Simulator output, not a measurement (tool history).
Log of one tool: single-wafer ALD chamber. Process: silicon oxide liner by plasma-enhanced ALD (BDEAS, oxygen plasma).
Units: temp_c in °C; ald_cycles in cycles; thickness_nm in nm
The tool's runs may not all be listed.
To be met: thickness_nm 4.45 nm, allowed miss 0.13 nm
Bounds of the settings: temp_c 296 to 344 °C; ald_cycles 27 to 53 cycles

run  hour  temp_c  ald_cycles  thickness_nm
  1     0     320          40        3.8048
  2   5.8     310          40        3.8286
  3   6.8     310          41        3.9447
  4   8.1     310          42        4.0393
  5  10.1     310          40        3.8525
  6  15.9     304          40        3.8434
  7  21.5     304          41        3.9634
  8  27.1     304          42        4.0526
  9  34.8     304          43        4.1531

Which of these 5 next moves meets every target?
  A  42.5     311          38             ?
  B  42.5     302          41             ?
  C  42.5     308          40             ?
  D  42.5     297          46             ?
  E  42.5     313          40             ?

move  thickness_nm
   A         3.636
   B        3.9672
   C        3.8417
   D         4.481
   E        3.8178
A: further off than the last run
B: further off than the last run
C: further off than the last run
D: meets every target
E: further off than the last run
Move D is the one to make.
